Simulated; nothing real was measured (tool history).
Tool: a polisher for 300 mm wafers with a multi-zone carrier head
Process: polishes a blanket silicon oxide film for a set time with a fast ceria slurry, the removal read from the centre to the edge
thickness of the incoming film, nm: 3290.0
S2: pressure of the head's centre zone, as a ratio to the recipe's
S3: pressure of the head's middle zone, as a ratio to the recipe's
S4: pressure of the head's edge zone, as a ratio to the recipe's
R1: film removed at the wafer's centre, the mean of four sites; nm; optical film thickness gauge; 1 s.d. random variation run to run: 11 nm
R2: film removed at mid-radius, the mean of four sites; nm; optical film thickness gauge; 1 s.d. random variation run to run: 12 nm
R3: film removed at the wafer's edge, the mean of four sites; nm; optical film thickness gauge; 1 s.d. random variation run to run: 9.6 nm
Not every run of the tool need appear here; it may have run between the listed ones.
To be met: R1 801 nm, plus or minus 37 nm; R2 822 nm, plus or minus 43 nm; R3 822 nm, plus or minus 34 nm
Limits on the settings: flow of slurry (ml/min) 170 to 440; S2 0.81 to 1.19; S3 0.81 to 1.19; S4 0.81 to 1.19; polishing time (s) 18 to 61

{"run": 1, "hour": 0.0, "flow of slurry (ml/min)": 280, "S2": 1, "S3": 1, "S4": 1, "polishing time (s)": 39, "R1": 666.7, "R2": 659.38, "R3": 675.96}
{"run": 2, "hour": 6.8, "flow of slurry (ml/min)": 280, "S2": 1.01, "S3": 1.02, "S4": 1.02, "polishing time (s)": 40, "R1": 689.25, "R2": 698.01, "R3": 696.7}
{"run": 3, "hour": 10.2, "flow of slurry (ml/min)": 280, "S2": 1.06, "S3": 1.02, "S4": 1.02, "polishing time (s)": 40, "R1": 710.94, "R2": 712.13, "R3": 699.8}
{"run": 4, "hour": 13.2, "flow of slurry (ml/min)": 280, "S2": 1.06, "S3": 1.02, "S4": 1.04, "polishing time (s)": 41, "R1": 725.93, "R2": 722.26, "R3": 714.45}
{"run": 5, "hour": 13.9, "flow of slurry (ml/min)": 280, "S2": 1.01, "S3": 1.02, "S4": 1.04, "polishing time (s)": 41, "R1": 707.59, "R2": 691.92, "R3": 719.57}
{"run": 6, "hour": 19.5, "flow of slurry (ml/min)": 280, "S2": 1.01, "S3": 1.04, "S4": 1.05, "polishing time (s)": 42, "R1": 720.42, "R2": 749.53, "R3": 737.79}
{"run": 7, "hour": 26.7, "flow of slurry (ml/min)": 280, "S2": 1.01, "S3": 1.04, "S4": 1.05, "polishing time (s)": 42, "R1": 721.96, "R2": 755.2, "R3": 750.39}
{"run": 8, "hour": 30.7, "flow of slurry (ml/min)": 285, "S2": 1.02, "S3": 1.04, "S4": 1.06, "polishing time (s)": 43, "R1": 751.47, "R2": 778.96, "R3": 766.98}

Next run, 5 choices. One meets every target within its allowed miss, the rest don't. Which?
{"run": "A", "hour": 34.7, "flow of slurry (ml/min)": 170, "S2": 0.86, "S3": 0.98, "S4": 1.16, "polishing time (s)": 49, "R1": "?", "R2": "?", "R3": "?"}
{"run": "B", "hour": 34.7, "flow of slurry (ml/min)": 285, "S2": 1.02, "S3": 1.04, "S4": 1.06, "polishing time (s)": 46, "R1": "?", "R2": "?", "R3": "?"}
{"run": "C", "hour": 34.7, "flow of slurry (ml/min)": 235, "S2": 1.01, "S3": 0.97, "S4": 1.05, "polishing time (s)": 46, "R1": "?", "R2": "?", "R3": "?"}
{"run": "D", "hour": 34.7, "flow of slurry (ml/min)": 400, "S2": 1.02, "S3": 0.85, "S4": 1.13, "polishing time (s)": 46, "R1": "?", "R2": "?", "R3": "?"}
{"run": "E", "hour": 34.7, "flow of slurry (ml/min)": 250, "S2": 0.93, "S3": 0.88, "S4": 1.06, "polishing time (s)": 47, "R1": "?", "R2": "?", "R3": "?"}

move=A R1=647.03 R2=759.5 R3=867.13
move=B R1=784.5 R2=807.61 R3=821.69
move=C R1=756.74 R2=744.05 R3=804.36
move=D R1=810.33 R2=703.51 R3=871.15
move=E R1=717.33 R2=706.86 R3=831.69
A: carries the result that was furthest off beyond its target, to the other side
B: every result within its allowed miss
C: brings the last run's worst result on target, with another outside its allowed miss
D: carries the result that was furthest off beyond its target, to the other side
E: brings the last run's worst result on target, with another outside its allowed miss
The right move is B.
